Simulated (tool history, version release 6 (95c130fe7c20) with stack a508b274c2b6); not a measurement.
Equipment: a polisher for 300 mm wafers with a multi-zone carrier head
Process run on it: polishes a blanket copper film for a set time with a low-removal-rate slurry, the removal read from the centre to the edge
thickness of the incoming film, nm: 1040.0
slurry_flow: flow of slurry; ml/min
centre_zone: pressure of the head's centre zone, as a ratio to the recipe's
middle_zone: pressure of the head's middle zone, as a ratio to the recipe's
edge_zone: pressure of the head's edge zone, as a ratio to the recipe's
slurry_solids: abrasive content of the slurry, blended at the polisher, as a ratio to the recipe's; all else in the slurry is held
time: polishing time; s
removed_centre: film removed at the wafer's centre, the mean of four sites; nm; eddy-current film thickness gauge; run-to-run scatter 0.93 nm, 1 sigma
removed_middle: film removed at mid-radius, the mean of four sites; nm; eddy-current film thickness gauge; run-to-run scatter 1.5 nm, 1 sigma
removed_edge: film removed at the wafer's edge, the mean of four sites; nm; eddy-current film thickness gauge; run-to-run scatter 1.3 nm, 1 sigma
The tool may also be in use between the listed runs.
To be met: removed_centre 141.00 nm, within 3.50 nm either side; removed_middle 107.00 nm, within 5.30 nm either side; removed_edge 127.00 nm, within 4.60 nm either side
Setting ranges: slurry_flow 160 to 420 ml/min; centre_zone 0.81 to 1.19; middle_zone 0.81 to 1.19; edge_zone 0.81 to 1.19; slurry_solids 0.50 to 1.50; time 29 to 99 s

Run 1, day 0.000: slurry_flow 270 ml/min, centre_zone 1.00, middle_zone 1.00, edge_zone 1.00, slurry_solids 1.00, time 64 s. Result: removed_centre 127.21 nm, removed_middle 128.41 nm, removed_edge 130.69 nm.
Run 2, day 0.350: slurry_flow 280 ml/min, centre_zone 1.03, middle_zone 0.96, edge_zone 1.00, slurry_solids 0.95, time 64 s. Result: removed_centre 132.05 nm, removed_middle 125.13 nm, removed_edge 131.53 nm.
Run 3, day 0.396: slurry_flow 280 ml/min, centre_zone 1.03, middle_zone 1.04, edge_zone 1.00, slurry_solids 0.95, time 64 s. Result: removed_centre 130.42 nm, removed_middle 131.69 nm, removed_edge 127.11 nm.
Run 4, day 0.450: slurry_flow 280 ml/min, centre_zone 1.03, middle_zone 1.04, edge_zone 1.00, slurry_solids 1.15, time 64 s. Result: removed_centre 138.13 nm, removed_middle 140.24 nm, removed_edge 135.01 nm.
Run 5, day 0.617: slurry_flow 270 ml/min, centre_zone 1.05, middle_zone 0.98, edge_zone 0.99, slurry_solids 1.10, time 64 s. Result: removed_centre 137.12 nm, removed_middle 131.42 nm, removed_edge 133.67 nm.
Run 6, day 0.779: slurry_flow 245 ml/min, centre_zone 1.05, middle_zone 0.98, edge_zone 0.99, slurry_solids 1.10, time 64 s. Result: removed_centre 132.93 nm, removed_middle 128.94 nm, removed_edge 131.05 nm.
Run 7, day 0.817: slurry_flow 255 ml/min, centre_zone 1.07, middle_zone 0.94, edge_zone 0.99, slurry_solids 1.00, time 64 s. Result: removed_centre 135.20 nm, removed_middle 122.36 nm, removed_edge 128.20 nm.
Run 8, day 1.033: slurry_flow 260 ml/min, centre_zone 1.08, middle_zone 0.91, edge_zone 1.00, slurry_solids 0.95, time 64 s. Result: removed_centre 135.90 nm, removed_middle 116.56 nm, removed_edge 128.41 nm.
Run 9, day 1.296: slurry_flow 265 ml/min, centre_zone 1.09, middle_zone 0.89, edge_zone 1.00, slurry_solids 0.95, time 64 s. Result: removed_centre 135.83 nm, removed_middle 111.41 nm, removed_edge 128.93 nm.
Run 10, day 1.442: slurry_flow 270 ml/min, centre_zone 1.10, middle_zone 0.88, edge_zone 1.00, slurry_solids 0.95, time 64 s. Result: removed_centre 137.87 nm, removed_middle 112.47 nm, removed_edge 129.71 nm.
Run 11, day 1.800: slurry_flow 270 ml/min, centre_zone 1.11, middle_zone 0.87, edge_zone 1.00, slurry_solids 0.95, time 64 s. Result: removed_centre 139.58 nm, removed_middle 114.15 nm, removed_edge 127.25 nm.

Of the 5 settings listed for the next run, only one would bring every result within its allowed miss of target. Which one?
Run A, day 2.158: slurry_flow 250 ml/min, centre_zone 1.10, middle_zone 0.81, edge_zone 0.91, slurry_solids 0.95, time 66 s. Result: removed_centre ?, removed_middle ?, removed_edge ?.
Run B, day 2.158: slurry_flow 310 ml/min, centre_zone 1.02, middle_zone 0.89, edge_zone 0.84, slurry_solids 1.05, time 66 s. Result: removed_centre ?, removed_middle ?, removed_edge ?.
Run C, day 2.158: slurry_flow 310 ml/min, centre_zone 1.11, middle_zone 0.95, edge_zone 0.91, slurry_solids 0.85, time 68 s. Result: removed_centre ?, removed_middle ?, removed_edge ?.
Run D, day 2.158: slurry_flow 295 ml/min, centre_zone 1.07, middle_zone 0.95, edge_zone 1.02, slurry_solids 0.85, time 64 s. Result: removed_centre ?, removed_middle ?, removed_edge ?.
Run E, day 2.158: slurry_flow 275 ml/min, centre_zone 1.12, middle_zone 0.91, edge_zone 0.96, slurry_solids 1.00, time 63 s. Result: removed_centre ?, removed_middle ?, removed_edge ?.

move  removed_centre  removed_middle  removed_edge
   A          142.32          107.85        126.06
   B          139.91          123.14        127.38
   C          149.41          127.38        129.24
   D          134.52          119.10        127.57
   E          142.43          116.33        125.96
A: all results in spec
B: its largest miss is bigger than the last run's
C: its largest miss is bigger than the last run's
D: its largest miss is bigger than the last run's
E: its largest miss is bigger than the last run's
A meets every target.
